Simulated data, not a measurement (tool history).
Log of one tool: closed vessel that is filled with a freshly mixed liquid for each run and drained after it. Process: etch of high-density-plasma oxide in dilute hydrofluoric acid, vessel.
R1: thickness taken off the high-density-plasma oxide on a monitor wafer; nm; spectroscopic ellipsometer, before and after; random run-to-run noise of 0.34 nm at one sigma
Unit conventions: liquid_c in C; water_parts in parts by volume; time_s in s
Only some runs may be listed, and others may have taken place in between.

run 1 hour=0 | liquid_c=22 water_parts=95 time_s=1165 | R1=58.233
run 2 hour=5.6 | liquid_c=22 water_parts=115 time_s=1165 | R1=47.792
run 3 hour=8.9 | liquid_c=20.5 water_parts=120 time_s=1165 | R1=41.855
run 4 hour=18.2 | liquid_c=20.5 water_parts=100 time_s=1165 | R1=52.166
run 5 hour=25.8 | liquid_c=19.5 water_parts=110 time_s=1165 | R1=44.562
run 6 hour=30.1 | liquid_c=19 water_parts=115 time_s=1165 | R1=41.904

What does the tool deliver on the next run?
run 7 hour=37.1 | liquid_c=18.5 water_parts=120 time_s=1165 | R1=?

Run 7 came out at R1 39.566 nm.
